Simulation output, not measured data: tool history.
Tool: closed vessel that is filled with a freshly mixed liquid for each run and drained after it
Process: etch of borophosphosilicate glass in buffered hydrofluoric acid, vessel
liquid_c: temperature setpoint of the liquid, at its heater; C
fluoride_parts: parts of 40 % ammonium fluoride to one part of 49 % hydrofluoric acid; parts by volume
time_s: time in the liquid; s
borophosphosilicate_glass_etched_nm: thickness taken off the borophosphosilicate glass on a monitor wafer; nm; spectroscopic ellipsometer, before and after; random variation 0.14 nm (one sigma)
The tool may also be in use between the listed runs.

run  hour  liquid_c  fluoride_parts  time_s  borophosphosilicate_glass_etched_nm
  1   0.0      24.0            15.5      30                               35.852
  2   6.0      22.5            16.0      30                               32.409
  3  14.9      21.5            16.5      30                               29.849
  4  22.3      21.5            14.0      30                               34.693
  5  28.9      21.5            14.0      30                               35.185
  6  34.5      20.0            14.0      30                               31.680
  7  38.5      19.5            14.5      30                               30.337

Forecast run 8:
  8  44.3      19.0            15.0      30                                    ?

{"run 8": {"borophosphosilicate_glass_etched_nm": 28.283}}

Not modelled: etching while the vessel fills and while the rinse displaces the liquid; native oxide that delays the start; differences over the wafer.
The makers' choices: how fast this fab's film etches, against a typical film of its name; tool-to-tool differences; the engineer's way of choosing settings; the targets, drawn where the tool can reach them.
